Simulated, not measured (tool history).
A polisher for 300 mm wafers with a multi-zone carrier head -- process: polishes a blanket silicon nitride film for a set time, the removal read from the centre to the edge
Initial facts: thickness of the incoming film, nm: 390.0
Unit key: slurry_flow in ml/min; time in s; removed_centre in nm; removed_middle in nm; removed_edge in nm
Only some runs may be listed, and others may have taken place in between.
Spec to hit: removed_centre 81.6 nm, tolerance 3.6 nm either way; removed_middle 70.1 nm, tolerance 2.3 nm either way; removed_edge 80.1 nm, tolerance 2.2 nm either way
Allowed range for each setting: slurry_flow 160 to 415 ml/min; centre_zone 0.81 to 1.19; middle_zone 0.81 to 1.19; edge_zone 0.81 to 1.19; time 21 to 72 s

| run | hour | slurry_flow | centre_zone | middle_zone | edge_zone | time | removed_centre | removed_middle | removed_edge |
|---|---|---|---|---|---|---|---|---|---|
| 1 | 0 | 265 | 1 | 1 | 1 | 46 | 53.509 | 55.399 | 54.774 |
| 2 | 4.6 | 265 | 1 | 1 | 1.07 | 46 | 52.667 | 55.407 | 56.319 |
| 3 | 9.9 | 270 | 1.01 | 0.99 | 1.08 | 48 | 56.905 | 56.662 | 58.827 |
| 4 | 12.7 | 270 | 1.01 | 1.04 | 1.08 | 48 | 55.496 | 59.365 | 59.359 |
| 5 | 20.7 | 270 | 1.01 | 1.04 | 1.08 | 40 | 47.043 | 49.157 | 49.177 |
| 6 | 26.8 | 270 | 1.01 | 1.12 | 1.08 | 40 | 47.67 | 51.848 | 49.142 |
| 7 | 33.3 | 275 | 1.03 | 1.1 | 1.09 | 42 | 51.852 | 54.111 | 52.332 |
| 8 | 36.9 | 275 | 1.04 | 1.08 | 1.1 | 44 | 52.27 | 56.2 | 54.819 |
| 9 | 39.3 | 290 | 1.06 | 1.05 | 1.1 | 46 | 56.015 | 56.774 | 57.448 |
| 10 | 45.3 | 295 | 1.08 | 1.04 | 1.1 | 48 | 60.546 | 58.714 | 59.647 |
| 11 | 53.7 | 295 | 1.09 | 1.03 | 1.11 | 49 | 64.114 | 60.711 | 62.031 |
| 12 | 62.6 | 295 | 1.09 | 1.02 | 1.12 | 50 | 64.231 | 61.46 | 62.68 |
| 13 | 63.1 | 300 | 1.09 | 1 | 1.13 | 51 | 64.206 | 61.73 | 64.122 |
| 14 | 65 | 300 | 1.1 | 0.98 | 1.14 | 52 | 67.775 | 61.614 | 66.09 |
| 15 | 69.6 | 300 | 1.1 | 0.97 | 1.15 | 53 | 68.635 | 62.174 | 67.171 |
| 16 | 71.3 | 300 | 1.1 | 0.96 | 1.15 | 54 | 69.437 | 62.948 | 69.019 |
| 17 | 73.8 | 300 | 1.1 | 0.96 | 1.15 | 55 | 71.566 | 63.769 | 70.28 |
| 18 | 78.6 | 300 | 1.1 | 0.96 | 1.15 | 56 | 71.216 | 64.755 | 71.655 |

Below are 5 possible settings for the next run. Only one of them brings all results inside the allowed miss of their targets. Which is it?
| A | 83.4 | 270 | 1.05 | 1.03 | 1.09 | 50 | ? | ? | ? |
| B | 83.4 | 355 | 1.06 | 0.97 | 1.15 | 63 | ? | ? | ? |
| C | 83.4 | 305 | 1.1 | 1.05 | 1.11 | 60 | ? | ? | ? |
| D | 83.4 | 290 | 1.01 | 0.91 | 1.19 | 64 | ? | ? | ? |
| E | 83.4 | 250 | 1.16 | 0.95 | 1.19 | 62 | ? | ? | ? |

| move | removed_centre | removed_middle | removed_edge |
|---|---|---|---|
| A | 60.408 | 60.472 | 61.946 |
| B | 78.658 | 74.47 | 81.589 |
| C | 76.819 | 74.323 | 75.573 |
| D | 74.791 | 71.15 | 83.442 |
| E | 82.162 | 70.155 | 80.033 |
A: misses by more than the last run did
B: meets the target for the result that was furthest off, but another lies outside its allowed miss
C: an improvement on the last run, though not all results are within tolerance
D: the result that was furthest off in the last run now lies on the other side of its target
E: hits every target within its allowed miss
E is the move that brings every result within its allowed miss.
